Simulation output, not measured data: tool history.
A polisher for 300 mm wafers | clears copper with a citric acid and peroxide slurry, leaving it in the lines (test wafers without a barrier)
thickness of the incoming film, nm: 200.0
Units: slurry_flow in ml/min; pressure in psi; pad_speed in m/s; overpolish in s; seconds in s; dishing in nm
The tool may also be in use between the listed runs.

Run 1, hour 0.0: slurry_flow 310 ml/min, pressure 2.4 psi, pad_speed 1.40 m/s, slurry_solids 1.0, overpolish 18 s. Result: seconds 118.94 s, dishing 29.751 nm.
Run 2, hour 7.5: slurry_flow 260 ml/min, pressure 2.4 psi, pad_speed 1.40 m/s, slurry_solids 1.0, overpolish 18 s. Result: seconds 116.90 s, dishing 29.117 nm.
Run 3, hour 13.2: slurry_flow 315 ml/min, pressure 2.4 psi, pad_speed 1.40 m/s, slurry_solids 1.0, overpolish 18 s. Result: seconds 116.16 s, dishing 30.055 nm.
Run 4, hour 14.8: slurry_flow 315 ml/min, pressure 2.2 psi, pad_speed 1.38 m/s, slurry_solids 1.0, overpolish 21 s. Result: seconds 129.49 s, dishing 30.915 nm.
Run 5, hour 16.4: slurry_flow 315 ml/min, pressure 2.7 psi, pad_speed 1.38 m/s, slurry_solids 1.0, overpolish 21 s. Result: seconds 107.43 s, dishing 36.566 nm.
Run 6, hour 23.0: slurry_flow 315 ml/min, pressure 2.4 psi, pad_speed 1.36 m/s, slurry_solids 1.0, overpolish 23 s. Result: seconds 121.87 s, dishing 35.173 nm.

The next listed run, before its measurement:
Run 7, hour 24.5: slurry_flow 315 ml/min, pressure 2.2 psi, pad_speed 1.36 m/s, slurry_solids 1.0, overpolish 25 s. Result: seconds ?, dishing ?.

Run 7 gave seconds 128.62 s, dishing 35.142 nm.
